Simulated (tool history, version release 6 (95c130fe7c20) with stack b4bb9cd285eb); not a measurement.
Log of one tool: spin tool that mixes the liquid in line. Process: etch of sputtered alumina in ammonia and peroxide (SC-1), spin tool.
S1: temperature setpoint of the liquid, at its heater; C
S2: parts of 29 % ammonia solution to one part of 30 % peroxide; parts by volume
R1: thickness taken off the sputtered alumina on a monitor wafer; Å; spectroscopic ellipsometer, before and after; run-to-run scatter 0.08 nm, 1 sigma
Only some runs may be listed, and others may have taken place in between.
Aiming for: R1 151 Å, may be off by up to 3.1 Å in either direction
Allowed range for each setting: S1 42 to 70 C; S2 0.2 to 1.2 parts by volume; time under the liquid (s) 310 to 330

Run 1, day 0: S1 58 C, S2 0.85 parts by volume, time under the liquid (s) 310. Result: R1 247.29 Å.
Run 2, day 0.271: S1 55 C, S2 0.85 parts by volume, time under the liquid (s) 310. Result: R1 211.91 Å.
Run 3, day 0.471: S1 55 C, S2 0.85 parts by volume, time under the liquid (s) 330. Result: R1 224.89 Å.
Run 4, day 0.812: S1 52.5 C, S2 0.85 parts by volume, time under the liquid (s) 330. Result: R1 199 Å.
Run 5, day 1.188: S1 51 C, S2 0.85 parts by volume, time under the liquid (s) 330. Result: R1 183.16 Å.
Run 6, day 1.371: S1 51 C, S2 0.85 parts by volume, time under the liquid (s) 330. Result: R1 181.57 Å.
Run 7, day 1.746: S1 50 C, S2 0.85 parts by volume, time under the liquid (s) 330. Result: R1 173.15 Å.
Run 8, day 2.004: S1 49 C, S2 0.85 parts by volume, time under the liquid (s) 330. Result: R1 164.2 Å.
Run 9, day 2.183: S1 48.5 C, S2 0.85 parts by volume, time under the liquid (s) 330. Result: R1 160.31 Å.
Run 10, day 2.217: S1 48.5 C, S2 0.85 parts by volume, time under the liquid (s) 330. Result: R1 158.63 Å.

5 candidate next runs follow, results not yet known. Just one meets every target within its allowed miss. Identify it.
Run A, day 2.25: S1 52.5 C, S2 0.3 parts by volume, time under the liquid (s) 310. Result: R1 ?.
Run B, day 2.25: S1 49 C, S2 0.75 parts by volume, time under the liquid (s) 310. Result: R1 ?.
Run C, day 2.25: S1 50.5 C, S2 1.05 parts by volume, time under the liquid (s) 315. Result: R1 ?.
Run D, day 2.25: S1 51 C, S2 0.9 parts by volume, time under the liquid (s) 310. Result: R1 ?.
Run E, day 2.25: S1 47 C, S2 0.75 parts by volume, time under the liquid (s) 330. Result: R1 ?.

move      R1
   A  167.28
   B  150.68
   C  171.69
   D  171.12
   E  143.47
A: the biggest miss grows against the last run
B: all results in spec
C: the biggest miss grows against the last run
D: the biggest miss grows against the last run
E: the result that was furthest off in the last run now lies on the other side of its target
The move that meets every target is B.

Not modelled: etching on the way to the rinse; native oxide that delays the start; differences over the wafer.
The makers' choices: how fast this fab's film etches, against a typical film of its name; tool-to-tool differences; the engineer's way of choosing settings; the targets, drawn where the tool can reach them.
